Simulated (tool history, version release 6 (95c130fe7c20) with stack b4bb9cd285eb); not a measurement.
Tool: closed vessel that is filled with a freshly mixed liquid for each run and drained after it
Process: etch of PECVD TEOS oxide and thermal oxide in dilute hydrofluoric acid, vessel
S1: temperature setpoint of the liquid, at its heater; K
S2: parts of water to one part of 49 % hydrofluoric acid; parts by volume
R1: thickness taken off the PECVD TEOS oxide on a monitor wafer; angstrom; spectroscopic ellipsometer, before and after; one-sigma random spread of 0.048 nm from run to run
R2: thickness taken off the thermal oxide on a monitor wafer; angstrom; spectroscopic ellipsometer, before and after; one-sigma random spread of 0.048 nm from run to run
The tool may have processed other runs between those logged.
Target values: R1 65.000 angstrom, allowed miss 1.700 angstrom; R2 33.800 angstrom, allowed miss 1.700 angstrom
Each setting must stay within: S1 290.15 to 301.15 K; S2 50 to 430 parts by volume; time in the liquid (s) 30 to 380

run 1 hour=0.0 | S1=293.15 S2=240 time_in_the_liquid_(s)=195 | R1=59.797 R2=31.152
run 2 hour=4.4 | S1=293.15 S2=240 time_in_the_liquid_(s)=230 | R1=70.189 R2=36.178
run 3 hour=10.9 | S1=292.65 S2=240 time_in_the_liquid_(s)=230 | R1=68.368 R2=36.452
run 4 hour=19.7 | S1=292.65 S2=205 time_in_the_liquid_(s)=230 | R1=82.144 R2=42.196
run 5 hour=20.7 | S1=292.15 S2=215 time_in_the_liquid_(s)=230 | R1=76.584 R2=40.786
run 6 hour=29.6 | S1=292.15 S2=225 time_in_the_liquid_(s)=230 | R1=72.764 R2=38.131
run 7 hour=30.8 | S1=291.65 S2=230 time_in_the_liquid_(s)=230 | R1=70.127 R2=35.798
run 8 hour=32.7 | S1=291.65 S2=235 time_in_the_liquid_(s)=230 | R1=67.815 R2=34.927

Which single option among these 4 for the next run brings every result within its allowed miss of target? Just one does.
run A hour=34.6 | S1=300.15 S2=305 time_in_the_liquid_(s)=240 | R1=? R2=?
run B hour=34.6 | S1=291.15 S2=225 time_in_the_liquid_(s)=215 | R1=? R2=?
run C hour=34.6 | S1=294.65 S2=245 time_in_the_liquid_(s)=225 | R1=? R2=?
run D hour=34.6 | S1=299.15 S2=225 time_in_the_liquid_(s)=170 | R1=? R2=?

move=A R1=69.598 R2=35.669
move=B R1=65.335 R2=33.484
move=C R1=70.585 R2=36.175
move=D R1=69.839 R2=35.793
A: the biggest miss grows against the last run
B: all results in spec
C: the biggest miss grows against the last run
D: the biggest miss grows against the last run
So the answer is move B, the one that meets all the targets.
